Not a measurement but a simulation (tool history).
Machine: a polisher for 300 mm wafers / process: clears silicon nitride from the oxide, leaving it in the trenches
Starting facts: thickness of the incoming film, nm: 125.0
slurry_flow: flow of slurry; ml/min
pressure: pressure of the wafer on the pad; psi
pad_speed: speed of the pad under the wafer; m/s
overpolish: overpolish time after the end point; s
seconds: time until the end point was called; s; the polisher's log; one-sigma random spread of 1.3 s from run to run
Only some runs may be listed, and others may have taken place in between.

run 1 hour=0 | slurry_flow=255 pressure=3.4 pad_speed=1.08 overpolish=42 | seconds=128.72
run 2 hour=2.6 | slurry_flow=220 pressure=3.4 pad_speed=1.08 overpolish=42 | seconds=130.07
run 3 hour=11.6 | slurry_flow=265 pressure=3.4 pad_speed=1.08 overpolish=42 | seconds=127.31
run 4 hour=15.9 | slurry_flow=265 pressure=3.4 pad_speed=1.08 overpolish=42 | seconds=131.23
run 5 hour=18.9 | slurry_flow=290 pressure=3.4 pad_speed=1.08 overpolish=42 | seconds=125.37
run 6 hour=23 | slurry_flow=290 pressure=3.4 pad_speed=1.08 overpolish=42 | seconds=127.65
run 7 hour=24.8 | slurry_flow=290 pressure=3.2 pad_speed=1.08 overpolish=42 | seconds=136.23
-- hour=29.6 worn pad replaced by a new one
run 8 hour=29.6 | slurry_flow=290 pressure=3.2 pad_speed=1.08 overpolish=42 | seconds=128.25

The next listed run, before its measurement:
run 9 hour=34 | slurry_flow=275 pressure=2.2 pad_speed=1.08 overpolish=42 | seconds=?

{"run 9": {"seconds": 180.77}}
